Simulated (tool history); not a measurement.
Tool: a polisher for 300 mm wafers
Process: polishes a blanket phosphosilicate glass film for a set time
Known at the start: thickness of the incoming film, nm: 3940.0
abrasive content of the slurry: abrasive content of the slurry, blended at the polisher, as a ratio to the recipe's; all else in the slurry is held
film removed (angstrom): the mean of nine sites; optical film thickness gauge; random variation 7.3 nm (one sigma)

run	hour	flow of slurry (ml/min)	pressure of the wafer on the pad (psi)	speed of the pad under the wafer (cm/s)	abrasive content of the slurry	polishing time (s)	film removed (angstrom)
1	0	275	2.7	92	1	107	7248
2	2.3	275	2.7	92	1	107	7278.4
3	11	275	3.2	92	1	107	8484.8
4	12.1	275	2.8	90	1	107	7297.2
5	20.6	275	3.2	90	1	107	8312
6	25.2	275	2.8	88	1	107	7164.2

Forecast run 7:
7	28.8	275	2.5	86	1	107	?

film removed (angstrom): 6417.6
